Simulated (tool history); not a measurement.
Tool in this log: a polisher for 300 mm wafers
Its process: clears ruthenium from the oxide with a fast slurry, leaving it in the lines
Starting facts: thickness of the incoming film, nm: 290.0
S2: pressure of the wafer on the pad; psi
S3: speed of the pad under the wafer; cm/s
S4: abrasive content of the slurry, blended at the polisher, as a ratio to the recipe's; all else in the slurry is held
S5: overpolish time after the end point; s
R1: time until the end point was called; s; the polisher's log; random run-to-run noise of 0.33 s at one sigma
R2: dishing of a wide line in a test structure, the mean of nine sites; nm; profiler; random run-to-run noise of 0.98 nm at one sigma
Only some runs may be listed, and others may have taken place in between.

run 1 hour=0 | flow_of_slurry_(ml/min)=285 S2=2.6 S3=112 S4=1 S5=24 | R1=60.501 R2=64.49
run 2 hour=8.8 | flow_of_slurry_(ml/min)=285 S2=2.8 S3=112 S4=1 S5=25 | R1=56.474 R2=68.937
run 3 hour=12.1 | flow_of_slurry_(ml/min)=285 S2=3 S3=112 S4=1 S5=25 | R1=52.67 R2=72.305
run 4 hour=18.8 | flow_of_slurry_(ml/min)=215 S2=3 S3=112 S4=1 S5=25 | R1=54.198 R2=69.643
run 5 hour=21.8 | flow_of_slurry_(ml/min)=215 S2=2.5 S3=112 S4=1 S5=25 | R1=64.147 R2=65.014
run 6 hour=29.2 | flow_of_slurry_(ml/min)=215 S2=2.5 S3=112 S4=1 S5=34 | R1=64.853 R2=75.608

Run 7 comes next. What will it give?
run 7 hour=35.5 | flow_of_slurry_(ml/min)=220 S2=2.8 S3=112 S4=1 S5=33 | R1=? R2=?

{"run 7": {"R1": 58.257, "R2": 78.702}}
